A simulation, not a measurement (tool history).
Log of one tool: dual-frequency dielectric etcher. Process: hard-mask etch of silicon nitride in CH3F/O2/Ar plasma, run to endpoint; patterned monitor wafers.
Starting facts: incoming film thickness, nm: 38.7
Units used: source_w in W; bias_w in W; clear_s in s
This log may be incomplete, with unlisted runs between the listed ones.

| run | day | source_w | bias_w | clear_s |
|---|---|---|---|---|
| 1 | 0.000 | 400 | 63 | 48.371 |
| 2 | 0.092 | 450 | 63 | 47.047 |
| 3 | 0.408 | 500 | 63 | 45.355 |
| 4 | 0.483 | 480 | 62 | 45.883 |
| 5 | 0.796 | 460 | 61 | 46.935 |
| 6 | 0.858 | 400 | 61 | 48.846 |

Run 7 comes next. What will it give?
| 7 | 1.150 | 380 | 60 | ? |

Run 7 produced clear_s 49.739 s.
